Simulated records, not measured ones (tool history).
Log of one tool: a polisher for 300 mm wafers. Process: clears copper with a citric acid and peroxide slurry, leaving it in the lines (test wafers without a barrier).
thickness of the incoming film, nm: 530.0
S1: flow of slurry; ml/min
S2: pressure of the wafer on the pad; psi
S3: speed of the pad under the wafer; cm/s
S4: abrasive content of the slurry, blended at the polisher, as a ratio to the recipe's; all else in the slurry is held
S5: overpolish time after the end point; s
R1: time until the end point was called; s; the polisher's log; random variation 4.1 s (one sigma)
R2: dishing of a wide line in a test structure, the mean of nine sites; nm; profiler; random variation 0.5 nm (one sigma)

{"run": 1, "hour": 0.0, "S1": 155, "S2": 3.5, "S3": 130, "S4": 1, "S5": 29, "R1": 149, "R2": 54.909}
{"run": 2, "hour": 2.9, "S1": 155, "S2": 3.2, "S3": 130, "S4": 1, "S5": 27, "R1": 162.67, "R2": 49.855}
{"run": 3, "hour": 7.8, "S1": 155, "S2": 3.2, "S3": 152, "S4": 1, "S5": 27, "R1": 143.52, "R2": 54.755}
{"run": 4, "hour": 9.9, "S1": 155, "S2": 3, "S3": 150, "S4": 1, "S5": 24, "R1": 156.14, "R2": 48.279}
{"run": 5, "hour": 13.9, "S1": 155, "S2": 2.8, "S3": 148, "S4": 1, "S5": 22, "R1": 174.09, "R2": 41.538}
{"run": 6, "hour": 18.6, "S1": 155, "S2": 2.7, "S3": 148, "S4": 1, "S5": 21, "R1": 173.37, "R2": 39.118}

The next listed run, before its measurement:
{"run": 7, "hour": 24.3, "S1": 155, "S2": 2.6, "S3": 148, "S4": 1, "S5": 20, "R1": "?", "R2": "?"}

Run 7 gave R1 183.81 s, R2 36.833 nm.

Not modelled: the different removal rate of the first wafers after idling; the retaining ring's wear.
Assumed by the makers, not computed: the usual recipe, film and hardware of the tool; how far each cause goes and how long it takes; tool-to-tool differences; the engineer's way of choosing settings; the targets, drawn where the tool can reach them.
